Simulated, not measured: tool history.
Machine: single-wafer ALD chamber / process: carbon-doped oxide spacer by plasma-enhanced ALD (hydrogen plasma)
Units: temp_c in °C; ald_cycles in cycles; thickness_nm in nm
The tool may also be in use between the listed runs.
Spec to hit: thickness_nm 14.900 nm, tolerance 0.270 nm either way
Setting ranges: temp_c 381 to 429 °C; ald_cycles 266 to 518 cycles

run  hour  temp_c  ald_cycles  thickness_nm
  1   0.0     405         392        19.316
  2   5.1     407         375        18.336
  3  12.0     409         362        17.434
  4  14.5     414         362        17.430
  5  16.4     415         351        16.741
  6  18.4     415         394        18.825
  7  24.8     417         379        17.838
  8  30.3     419         368        17.322
  9  32.3     420         358        17.064
 10  37.4     420         348        16.343
 11  38.8     421         342        16.158
 12  44.9     422         337        15.890
 13  53.5     426         312        14.487

Consider the 5 candidate settings below. Which is the only one whose results all fall within their allowed miss of target?
  A  62.1     426         321             ?
  B  62.1     416         323             ?
  C  62.1     411         321             ?
  D  62.1     427         309             ?
  E  62.1     429         307             ?

move  thickness_nm
   A        14.924
   B        15.444
   C        15.560
   D        14.326
   E        14.152
A: all results in spec
B: pushes the last run's worst result past its target
C: pushes the last run's worst result past its target
D: misses by more than the last run did
E: misses by more than the last run did
Move A is the one to make.

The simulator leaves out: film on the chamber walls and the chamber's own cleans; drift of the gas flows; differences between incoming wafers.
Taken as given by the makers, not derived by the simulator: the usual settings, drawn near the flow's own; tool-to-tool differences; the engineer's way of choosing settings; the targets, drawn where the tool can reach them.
